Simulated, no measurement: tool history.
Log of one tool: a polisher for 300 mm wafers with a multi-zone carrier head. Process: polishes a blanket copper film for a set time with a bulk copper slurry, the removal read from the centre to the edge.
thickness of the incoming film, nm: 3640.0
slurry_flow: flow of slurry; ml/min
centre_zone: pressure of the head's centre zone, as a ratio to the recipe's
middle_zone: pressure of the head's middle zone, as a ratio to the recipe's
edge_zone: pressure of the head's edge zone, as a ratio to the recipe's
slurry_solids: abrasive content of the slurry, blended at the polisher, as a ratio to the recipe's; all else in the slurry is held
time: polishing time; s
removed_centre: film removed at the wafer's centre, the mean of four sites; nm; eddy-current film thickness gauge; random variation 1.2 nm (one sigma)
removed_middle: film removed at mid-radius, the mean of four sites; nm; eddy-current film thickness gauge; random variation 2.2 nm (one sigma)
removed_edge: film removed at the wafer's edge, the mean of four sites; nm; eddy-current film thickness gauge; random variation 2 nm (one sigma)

run 1 hour=0.0 | slurry_flow=195 centre_zone=1.00 middle_zone=1.00 edge_zone=1.00 slurry_solids=1.00 time=38 | removed_centre=253.69 removed_middle=250.63 removed_edge=244.97
run 2 hour=2.5 | slurry_flow=190 centre_zone=0.98 middle_zone=1.00 edge_zone=0.98 slurry_solids=0.95 time=37 | removed_centre=232.97 removed_middle=243.52 removed_edge=231.05
run 3 hour=3.4 | slurry_flow=190 centre_zone=0.98 middle_zone=1.00 edge_zone=0.98 slurry_solids=0.95 time=34 | removed_centre=216.04 removed_middle=221.22 removed_edge=211.05
run 4 hour=10.0 | slurry_flow=190 centre_zone=0.98 middle_zone=1.00 edge_zone=0.98 slurry_solids=0.85 time=34 | removed_centre=209.76 removed_middle=216.64 removed_edge=209.20
run 5 hour=13.9 | slurry_flow=185 centre_zone=0.96 middle_zone=0.99 edge_zone=0.96 slurry_solids=0.80 time=34 | removed_centre=202.21 removed_middle=210.51 removed_edge=201.63
run 6 hour=15.2 | slurry_flow=180 centre_zone=0.94 middle_zone=0.98 edge_zone=0.95 slurry_solids=0.80 time=34 | removed_centre=195.49 removed_middle=209.80 removed_edge=199.36
run 7 hour=21.0 | slurry_flow=175 centre_zone=0.93 middle_zone=0.97 edge_zone=0.94 slurry_solids=0.80 time=34 | removed_centre=193.73 removed_middle=202.76 removed_edge=201.98
run 8 hour=23.6 | slurry_flow=175 centre_zone=0.93 middle_zone=0.97 edge_zone=0.94 slurry_solids=0.80 time=34 | removed_centre=192.36 removed_middle=200.61 removed_edge=198.89
run 9 hour=25.6 | slurry_flow=170 centre_zone=0.92 middle_zone=0.97 edge_zone=0.93 slurry_solids=0.80 time=34 | removed_centre=187.44 removed_middle=199.08 removed_edge=198.24
run 10 hour=27.2 | slurry_flow=170 centre_zone=0.91 middle_zone=0.97 edge_zone=0.92 slurry_solids=0.75 time=34 | removed_centre=183.94 removed_middle=196.88 removed_edge=192.44
run 11 hour=29.8 | slurry_flow=165 centre_zone=0.90 middle_zone=0.97 edge_zone=0.91 slurry_solids=0.75 time=34 | removed_centre=181.97 removed_middle=198.97 removed_edge=193.64
run 12 hour=38.7 | slurry_flow=165 centre_zone=0.89 middle_zone=0.97 edge_zone=0.90 slurry_solids=0.70 time=34 | removed_centre=176.07 removed_middle=197.16 removed_edge=188.25

Run 13 comes next. What will it give?
run 13 hour=45.6 | slurry_flow=160 centre_zone=0.88 middle_zone=0.97 edge_zone=0.89 slurry_solids=0.70 time=34 | removed_centre=? removed_middle=? removed_edge=?

{"run 13": {"removed_centre": 170.57, "removed_middle": 191.5, "removed_edge": 179.84}}

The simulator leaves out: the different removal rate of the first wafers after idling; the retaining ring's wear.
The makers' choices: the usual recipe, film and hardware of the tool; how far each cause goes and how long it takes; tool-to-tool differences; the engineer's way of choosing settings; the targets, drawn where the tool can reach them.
